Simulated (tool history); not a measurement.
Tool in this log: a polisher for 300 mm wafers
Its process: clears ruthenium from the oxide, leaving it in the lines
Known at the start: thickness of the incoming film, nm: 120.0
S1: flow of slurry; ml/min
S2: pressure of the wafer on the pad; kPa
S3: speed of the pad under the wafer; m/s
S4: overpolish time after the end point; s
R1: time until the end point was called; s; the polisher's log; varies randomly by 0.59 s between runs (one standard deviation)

| run | day | S1 | S2 | S3 | S4 | R1 |
|---|---|---|---|---|---|---|
| 1 | 0.000 | 250 | 17.2 | 1.12 | 5 | 84.650 |
| 2 | 0.108 | 250 | 17.2 | 1.12 | 5 | 83.244 |
| 3 | 0.212 | 250 | 17.2 | 1.12 | 5 | 80.500 |
| 4 | 0.258 | 250 | 19.3 | 1.12 | 5 | 74.053 |
| 5 | 0.538 | 250 | 19.3 | 1.12 | 5 | 73.696 |
| 6 | 0.654 | 250 | 20.7 | 1.14 | 5 | 68.406 |

Run 7 has not been measured yet. What should we expect?
| 7 | 0.804 | 250 | 22.1 | 1.16 | 5 | ? |

Run 7 produced R1 61.830 s.
